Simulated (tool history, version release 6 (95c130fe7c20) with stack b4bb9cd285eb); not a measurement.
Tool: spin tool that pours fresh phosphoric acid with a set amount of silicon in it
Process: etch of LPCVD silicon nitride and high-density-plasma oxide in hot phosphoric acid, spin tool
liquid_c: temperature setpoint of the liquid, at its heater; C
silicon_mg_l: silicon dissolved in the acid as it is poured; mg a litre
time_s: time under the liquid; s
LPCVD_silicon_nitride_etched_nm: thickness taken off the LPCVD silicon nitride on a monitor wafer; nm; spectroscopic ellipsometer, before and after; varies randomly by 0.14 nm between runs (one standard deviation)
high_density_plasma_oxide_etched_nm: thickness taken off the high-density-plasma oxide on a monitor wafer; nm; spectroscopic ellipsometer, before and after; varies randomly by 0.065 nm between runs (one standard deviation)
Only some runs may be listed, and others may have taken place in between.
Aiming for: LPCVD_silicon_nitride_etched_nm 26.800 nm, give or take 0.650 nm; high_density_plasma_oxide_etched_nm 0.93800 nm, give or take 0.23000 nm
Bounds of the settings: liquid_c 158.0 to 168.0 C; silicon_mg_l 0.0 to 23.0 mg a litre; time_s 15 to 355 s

run	day	liquid_c	silicon_mg_l	time_s	LPCVD_silicon_nitride_etched_nm	high_density_plasma_oxide_etched_nm
1	0.000	163.0	10.0	180	18.477	0.54030
2	0.292	164.0	9.5	190	20.182	0.68796
3	0.342	164.5	11.5	200	21.458	0.70966
4	0.425	164.5	13.5	200	21.513	0.63298
5	0.742	166.0	13.5	200	22.555	0.77525
6	1.062	166.0	18.0	200	22.537	0.66831
7	1.208	166.5	17.5	205	23.579	0.79131
8	1.446	166.5	18.0	210	24.238	0.62820
9	1.796	167.0	16.5	215	25.037	0.76137
10	1.929	167.5	15.5	215	25.673	0.89265
11	2.142	167.5	15.5	220	26.073	0.90131

Exactly one of the 4 candidate moves below puts every result within its allowed miss. Which one?
A	2.354	168.0	15.0	220	?	?
B	2.354	167.0	13.5	220	?	?
C	2.354	167.0	11.5	215	?	?
D	2.354	168.0	13.0	210	?	?

move	LPCVD_silicon_nitride_etched_nm	high_density_plasma_oxide_etched_nm
A	26.442	0.95507
B	25.598	0.92242
C	25.016	0.94490
D	25.241	0.95724
A: meets every target
B: moves away from the targets compared with the last run
C: moves away from the targets compared with the last run
D: moves away from the targets compared with the last run
Answer: A
